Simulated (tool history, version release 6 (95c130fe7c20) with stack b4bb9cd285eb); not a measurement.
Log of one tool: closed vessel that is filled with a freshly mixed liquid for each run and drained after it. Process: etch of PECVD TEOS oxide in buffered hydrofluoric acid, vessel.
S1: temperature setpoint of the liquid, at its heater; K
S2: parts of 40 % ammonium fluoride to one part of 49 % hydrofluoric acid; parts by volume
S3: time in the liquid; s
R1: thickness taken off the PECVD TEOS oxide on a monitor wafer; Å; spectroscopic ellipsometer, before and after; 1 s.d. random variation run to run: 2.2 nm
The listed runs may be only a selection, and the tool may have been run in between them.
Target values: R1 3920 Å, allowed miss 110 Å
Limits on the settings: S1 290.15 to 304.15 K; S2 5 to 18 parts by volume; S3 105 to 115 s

Run 1, hour 0: S1 296.15 K, S2 11 parts by volume, S3 105 s. Result: R1 1895 Å.
Run 2, hour 1.1: S1 297.65 K, S2 10 parts by volume, S3 105 s. Result: R1 2256.8 Å.
Run 3, hour 8.4: S1 295.65 K, S2 10 parts by volume, S3 105 s. Result: R1 2006.4 Å.
Run 4, hour 11.1: S1 297.15 K, S2 9.5 parts by volume, S3 105 s. Result: R1 2270 Å.
Run 5, hour 19.3: S1 297.15 K, S2 7.5 parts by volume, S3 105 s. Result: R1 2867.5 Å.
Run 6, hour 22.3: S1 298.15 K, S2 7.5 parts by volume, S3 105 s. Result: R1 3045 Å.
Run 7, hour 25.2: S1 299.15 K, S2 7.5 parts by volume, S3 105 s. Result: R1 3178 Å.
Run 8, hour 33.7: S1 299.15 K, S2 7.5 parts by volume, S3 105 s. Result: R1 3187.1 Å.
Run 9, hour 39.5: S1 299.15 K, S2 7.5 parts by volume, S3 105 s. Result: R1 3193.8 Å.
Run 10, hour 42.8: S1 299.65 K, S2 7.5 parts by volume, S3 105 s. Result: R1 3235.9 Å.
Run 11, hour 46.5: S1 300.15 K, S2 7.5 parts by volume, S3 105 s. Result: R1 3362.8 Å.

Which single option among these 4 for the next run brings every result within its allowed miss of target? Just one does.
Run A, hour 50.2: S1 299.65 K, S2 6.5 parts by volume, S3 110 s. Result: R1 ?.
Run B, hour 50.2: S1 298.15 K, S2 6 parts by volume, S3 105 s. Result: R1 ?.
Run C, hour 50.2: S1 301.15 K, S2 7.5 parts by volume, S3 110 s. Result: R1 ?.
Run D, hour 50.2: S1 301.15 K, S2 8 parts by volume, S3 110 s. Result: R1 ?.

move      R1
   A  3932.4
   B  3710.8
   C  3708.1
   D  3458.4
A: meets every target
B: closes in on the targets versus the last run, not all within tolerance yet
C: closes in on the targets versus the last run, not all within tolerance yet
D: closes in on the targets versus the last run, not all within tolerance yet
Correct choice: A, which meets every target
